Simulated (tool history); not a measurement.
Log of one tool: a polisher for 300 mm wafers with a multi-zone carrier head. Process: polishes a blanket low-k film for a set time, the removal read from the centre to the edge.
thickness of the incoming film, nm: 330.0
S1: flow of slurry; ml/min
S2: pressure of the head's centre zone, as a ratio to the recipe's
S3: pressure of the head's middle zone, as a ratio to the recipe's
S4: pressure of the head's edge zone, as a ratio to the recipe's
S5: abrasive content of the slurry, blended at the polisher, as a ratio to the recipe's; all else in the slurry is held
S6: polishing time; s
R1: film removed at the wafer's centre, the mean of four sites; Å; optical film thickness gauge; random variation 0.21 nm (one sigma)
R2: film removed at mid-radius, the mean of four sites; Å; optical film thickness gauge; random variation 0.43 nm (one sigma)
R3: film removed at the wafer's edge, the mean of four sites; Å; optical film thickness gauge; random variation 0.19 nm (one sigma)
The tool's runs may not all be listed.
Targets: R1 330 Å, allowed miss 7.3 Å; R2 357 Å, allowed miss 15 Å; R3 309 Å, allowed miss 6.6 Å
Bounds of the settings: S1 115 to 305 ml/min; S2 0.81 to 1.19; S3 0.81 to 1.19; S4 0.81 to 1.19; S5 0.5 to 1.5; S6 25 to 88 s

run	hour	S1	S2	S3	S4	S5	S6	R1	R2	R3
1	0	195	1	1	1	1	56	260.25	255.65	254.63
2	3.9	195	1	1.05	1	1	56	258.59	266.88	257.97
3	11.1	210	1.01	1.07	1	1.05	56	275.05	279.39	263.32
4	18.1	210	1.01	1.04	1	1.05	56	272.33	270.97	268.63
5	21	210	1.01	1.06	0.99	1.1	56	282.84	285.69	270.15
6	26.5	210	1.01	1.06	0.99	1.15	56	288	293.84	278.53
7	31.3	220	1.01	1.08	0.99	1.15	56	288.61	305.51	279.65
8	35.1	230	1.02	1.09	1	1.15	56	294.01	306.34	281.64
9	41.5	230	1.02	1.09	1	1.15	56	296.35	308.37	278.67
10	46.9	235	1.02	1.1	1.02	1.15	56	295.56	306.91	288.69
11	50.9	240	1.02	1.11	1.02	1.15	56	296.61	315.48	286.36
12	52.1	240	1.02	1.11	1.02	1.15	56	298.49	309.25	282.06
13	57.2	245	1.02	1.12	1.02	1.15	56	298.85	314.61	286.62
14	65.2	250	1.02	1.13	1.02	1.15	56	296.24	326.76	286.61
15	68.7	255	1.03	1.14	1.03	1.15	56	302.11	326.06	288.83
16	72.7	260	1.04	1.15	1.04	1.15	56	304.3	319.4	288.29

Which of these 4 next moves meets every target?
A	76.7	275	1.06	1.19	1.06	1.05	62	?	?	?
B	76.7	225	1.19	1.1	0.96	0.95	61	?	?	?
C	76.7	295	1	1.15	1.08	1.45	49	?	?	?
D	76.7	275	1.12	0.96	1.17	1.05	58	?	?	?

move	R1	R2	R3
A	326.38	350.72	308.14
B	329.41	295.44	266.3
C	289.68	320.59	292.3
D	322.22	273.88	304.03
A: meets every target
B: brings the result that was furthest off to its target, and leaves another outside
C: further off than the last run
D: further off than the last run
Answer: A
